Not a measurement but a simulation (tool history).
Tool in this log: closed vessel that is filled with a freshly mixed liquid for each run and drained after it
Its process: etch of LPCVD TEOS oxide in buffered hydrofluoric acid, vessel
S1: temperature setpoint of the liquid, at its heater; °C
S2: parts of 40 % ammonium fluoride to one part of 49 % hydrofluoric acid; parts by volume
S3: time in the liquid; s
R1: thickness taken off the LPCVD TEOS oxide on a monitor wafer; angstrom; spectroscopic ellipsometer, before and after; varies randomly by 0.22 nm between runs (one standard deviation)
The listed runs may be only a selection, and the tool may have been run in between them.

| run | day | S1 | S2 | S3 | R1 |
|---|---|---|---|---|---|
| 1 | 0 | 20 | 8 | 30 | 487.35 |
| 2 | 0.162 | 20 | 8 | 30 | 482.13 |
| 3 | 0.354 | 20 | 6 | 30 | 640.28 |
| 4 | 0.646 | 20 | 5 | 30 | 745.47 |
| 5 | 0.846 | 19.5 | 5 | 30 | 724.79 |
| 6 | 1.008 | 19 | 5 | 30 | 705.64 |
| 7 | 1.242 | 18.5 | 5 | 30 | 686.68 |
| 8 | 1.412 | 18 | 5 | 30 | 672.74 |

What will run 9 give?
| 9 | 1.708 | 17.5 | 5.5 | 30 | ? |

R1: 597.43 angstrom
